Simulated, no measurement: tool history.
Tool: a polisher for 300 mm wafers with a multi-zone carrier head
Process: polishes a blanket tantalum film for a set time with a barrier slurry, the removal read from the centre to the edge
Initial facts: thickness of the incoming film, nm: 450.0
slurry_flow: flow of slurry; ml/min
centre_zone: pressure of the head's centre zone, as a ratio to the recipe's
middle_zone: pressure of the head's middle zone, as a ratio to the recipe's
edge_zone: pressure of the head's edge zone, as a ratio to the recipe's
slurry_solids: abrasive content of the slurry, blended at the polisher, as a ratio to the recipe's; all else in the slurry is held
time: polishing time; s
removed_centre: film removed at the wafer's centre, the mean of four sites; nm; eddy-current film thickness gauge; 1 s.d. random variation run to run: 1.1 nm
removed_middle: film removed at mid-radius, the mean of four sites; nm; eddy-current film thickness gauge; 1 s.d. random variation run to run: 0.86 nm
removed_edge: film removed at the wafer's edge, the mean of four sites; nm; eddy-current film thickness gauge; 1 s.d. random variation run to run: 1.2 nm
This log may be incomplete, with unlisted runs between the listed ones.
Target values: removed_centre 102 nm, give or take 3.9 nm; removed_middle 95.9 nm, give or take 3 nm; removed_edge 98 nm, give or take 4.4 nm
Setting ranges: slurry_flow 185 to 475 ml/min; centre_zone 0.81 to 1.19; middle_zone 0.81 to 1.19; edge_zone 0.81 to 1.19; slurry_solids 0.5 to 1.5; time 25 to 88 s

Run 1, hour 0: slurry_flow 305 ml/min, centre_zone 1, middle_zone 1, edge_zone 1, slurry_solids 1, time 56 s. Result: removed_centre 82.964 nm, removed_middle 81.373 nm, removed_edge 83.932 nm.
Run 2, hour 7.9: slurry_flow 305 ml/min, centre_zone 1, middle_zone 1, edge_zone 1, slurry_solids 1, time 50 s. Result: removed_centre 73.783 nm, removed_middle 72.38 nm, removed_edge 75.034 nm.
Run 3, hour 12.1: slurry_flow 230 ml/min, centre_zone 1, middle_zone 1, edge_zone 1, slurry_solids 1, time 50 s. Result: removed_centre 71.162 nm, removed_middle 71.05 nm, removed_edge 74.386 nm.
Run 4, hour 19.5: slurry_flow 230 ml/min, centre_zone 1.03, middle_zone 1.02, edge_zone 1.03, slurry_solids 1.15, time 51 s. Result: removed_centre 77.028 nm, removed_middle 75.328 nm, removed_edge 79.037 nm.
Run 5, hour 24.1: slurry_flow 240 ml/min, centre_zone 1.05, middle_zone 1.04, edge_zone 1.05, slurry_solids 1.25, time 52 s. Result: removed_centre 80.561 nm, removed_middle 81.976 nm, removed_edge 84.846 nm.
Run 6, hour 31.3: slurry_flow 240 ml/min, centre_zone 1.05, middle_zone 1.01, edge_zone 1.05, slurry_solids 1.25, time 52 s. Result: removed_centre 82.531 nm, removed_middle 78.178 nm, removed_edge 82.589 nm.
Run 7, hour 38.8: slurry_flow 255 ml/min, centre_zone 1.08, middle_zone 1.03, edge_zone 1.07, slurry_solids 1.3, time 53 s. Result: removed_centre 88.44 nm, removed_middle 84.104 nm, removed_edge 86.687 nm.
Run 8, hour 47.6: slurry_flow 270 ml/min, centre_zone 1.09, middle_zone 1.04, edge_zone 1.09, slurry_solids 1.35, time 53 s. Result: removed_centre 91.277 nm, removed_middle 83.744 nm, removed_edge 91.015 nm.
Run 9, hour 49.4: slurry_flow 285 ml/min, centre_zone 1.1, middle_zone 1.06, edge_zone 1.09, slurry_solids 1.35, time 53 s. Result: removed_centre 91.749 nm, removed_middle 85.584 nm, removed_edge 90.157 nm.
Run 10, hour 54.5: slurry_flow 290 ml/min, centre_zone 1.11, middle_zone 1.08, edge_zone 1.1, slurry_solids 1.4, time 53 s. Result: removed_centre 93.095 nm, removed_middle 88.635 nm, removed_edge 89.5 nm.
Run 11, hour 56.5: slurry_flow 290 ml/min, centre_zone 1.12, middle_zone 1.09, edge_zone 1.11, slurry_solids 1.45, time 54 s. Result: removed_centre 99.989 nm, removed_middle 92.24 nm, removed_edge 93.841 nm.
Run 12, hour 62.2: slurry_flow 290 ml/min, centre_zone 1.12, middle_zone 1.1, edge_zone 1.12, slurry_solids 1.45, time 54 s. Result: removed_centre 95.936 nm, removed_middle 92.758 nm, removed_edge 94.236 nm.
Run 13, hour 70.6: slurry_flow 295 ml/min, centre_zone 1.13, middle_zone 1.1, edge_zone 1.13, slurry_solids 1.45, time 54 s. Result: removed_centre 96.298 nm, removed_middle 91.962 nm, removed_edge 93.531 nm.
Run 14, hour 78: slurry_flow 300 ml/min, centre_zone 1.13, middle_zone 1.1, edge_zone 1.13, slurry_solids 1.45, time 54 s. Result: removed_centre 98.894 nm, removed_middle 93.615 nm, removed_edge 94.531 nm.
Run 15, hour 80.2: slurry_flow 305 ml/min, centre_zone 1.13, middle_zone 1.1, edge_zone 1.14, slurry_solids 1.45, time 54 s. Result: removed_centre 98.311 nm, removed_middle 91.629 nm, removed_edge 94.614 nm.

Exercise: of the 5 proposed moves below, exactly one satisfies all targets within the stated allowed misses. Which move is it?
Run A, hour 82.4: slurry_flow 260 ml/min, centre_zone 1.11, middle_zone 0.96, edge_zone 1.18, slurry_solids 1.45, time 55 s. Result: removed_centre ?, removed_middle ?, removed_edge ?.
Run B, hour 82.4: slurry_flow 295 ml/min, centre_zone 1.13, middle_zone 1.1, edge_zone 1.13, slurry_solids 1.4, time 56 s. Result: removed_centre ?, removed_middle ?, removed_edge ?.
Run C, hour 82.4: slurry_flow 305 ml/min, centre_zone 1.08, middle_zone 1.11, edge_zone 1.19, slurry_solids 1.3, time 56 s. Result: removed_centre ?, removed_middle ?, removed_edge ?.
Run D, hour 82.4: slurry_flow 325 ml/min, centre_zone 1.18, middle_zone 1.19, edge_zone 1.08, slurry_solids 1.4, time 52 s. Result: removed_centre ?, removed_middle ?, removed_edge ?.
Run E, hour 82.4: slurry_flow 265 ml/min, centre_zone 1.1, middle_zone 1.19, edge_zone 1.01, slurry_solids 1.35, time 55 s. Result: removed_centre ?, removed_middle ?, removed_edge ?.

move  removed_centre  removed_middle  removed_edge
   A          95.369          83.042        98.248
   B          99.865          95.607        98.015
   C          94.256          95.154        99.316
   D          98.001          95.937        89.524
   E          93.468          98.483        89.346
A: its largest miss is bigger than the last run's
B: every result lands within tolerance
C: corrects the largest miss of the last run, while another result sits out of spec
D: corrects the largest miss of the last run, while another result sits out of spec
E: corrects the largest miss of the last run, while another result sits out of spec
Move B is the one to make.
